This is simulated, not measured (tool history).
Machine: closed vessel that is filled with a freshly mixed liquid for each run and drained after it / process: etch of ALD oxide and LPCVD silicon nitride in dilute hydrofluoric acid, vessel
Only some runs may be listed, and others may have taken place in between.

| run | day | temperature setpoint of the liquid (°C) | parts of water to one part of 49 % hydrofluoric acid (parts by volume) | time in the liquid (s) | thickness taken off the ALD oxide on a monitor wafer (Å) | thickness taken off the LPCVD silicon nitride on a monitor wafer (Å) |
|---|---|---|---|---|---|---|
| 1 | 0 | 24 | 75 | 80 | 158.43 | 4.9785 |
| 2 | 0.346 | 24 | 75 | 95 | 186.98 | 5.939 |
| 3 | 0.683 | 25 | 75 | 95 | 194.57 | 6.9602 |
| 4 | 0.871 | 25 | 75 | 65 | 132.85 | 4.2435 |
| 5 | 1.242 | 28 | 75 | 65 | 149.68 | 5.4401 |
| 6 | 1.504 | 28 | 70 | 65 | 163.28 | 5.5665 |
| 7 | 1.729 | 28.5 | 65 | 65 | 177.36 | 6.6348 |
| 8 | 2.088 | 28.5 | 60 | 65 | 194.45 | 6.1892 |
| 9 | 2.238 | 29 | 60 | 65 | 203.24 | 7.0461 |
| 10 | 2.479 | 29.5 | 55 | 65 | 223.27 | 7.7144 |
| 11 | 2.812 | 30 | 50 | 65 | 250.34 | 8.7349 |

Forecast run 12:
| 12 | 2.925 | 30 | 45 | 65 | ? | ? |

Run 12 came out at thickness taken off the ALD oxide on a monitor wafer (Å) 282.16, thickness taken off the LPCVD silicon nitride on a monitor wafer (Å) 9.9693.

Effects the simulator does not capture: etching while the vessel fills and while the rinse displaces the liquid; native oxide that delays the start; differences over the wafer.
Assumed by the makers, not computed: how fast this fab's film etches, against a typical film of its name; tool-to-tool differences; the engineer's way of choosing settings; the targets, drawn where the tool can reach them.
